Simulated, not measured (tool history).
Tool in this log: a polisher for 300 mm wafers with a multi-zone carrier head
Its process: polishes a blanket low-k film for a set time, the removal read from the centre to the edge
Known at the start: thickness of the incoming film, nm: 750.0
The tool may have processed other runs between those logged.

| run | hour | flow of slurry (ml/min) | pressure of the head's centre zone | pressure of the head's middle zone | pressure of the head's edge zone | abrasive content of the slurry | polishing time (s) | film removed at the wafer's centre (Å) | film removed at mid-radius (Å) | film removed at the wafer's edge (Å) |
|---|---|---|---|---|---|---|---|---|---|---|
| 1 | 0 | 220 | 1 | 1 | 1 | 1 | 60 | 196.68 | 191.98 | 192.27 |
| 2 | 1.2 | 220 | 1.07 | 1 | 1 | 1 | 60 | 201.77 | 192.53 | 195.36 |
| 3 | 2.3 | 180 | 1.07 | 1 | 1 | 1 | 60 | 202.57 | 185.56 | 191.34 |
| 4 | 10.7 | 180 | 1.07 | 1 | 1 | 1 | 46 | 153.44 | 145.36 | 146.01 |
| 5 | 12.2 | 180 | 1.07 | 1 | 1 | 1 | 36 | 120.75 | 111.81 | 114.07 |
| 6 | 12.9 | 180 | 1.04 | 1 | 1.02 | 1.05 | 37 | 124.93 | 118.05 | 122.1 |
| 7 | 18.3 | 195 | 0.94 | 1 | 1.12 | 1.3 | 38 | 131.98 | 138.09 | 143.43 |
| 8 | 19.7 | 195 | 0.93 | 0.99 | 1.13 | 1.3 | 38 | 129.7 | 143.24 | 153.6 |
| 9 | 20.7 | 200 | 0.93 | 0.98 | 1.14 | 1.3 | 38 | 129.3 | 138.58 | 148.11 |
| 10 | 26.2 | 200 | 0.93 | 0.97 | 1.15 | 1.3 | 38 | 129.84 | 137.91 | 149.04 |

The next listed run, before its measurement:
| 11 | 33.1 | 200 | 0.93 | 0.96 | 1.15 | 1.3 | 38 | ? | ? | ? |

Run 11 yielded film removed at the wafer's centre (Å) 129.57, film removed at mid-radius (Å) 132.69, film removed at the wafer's edge (Å) 153.88.
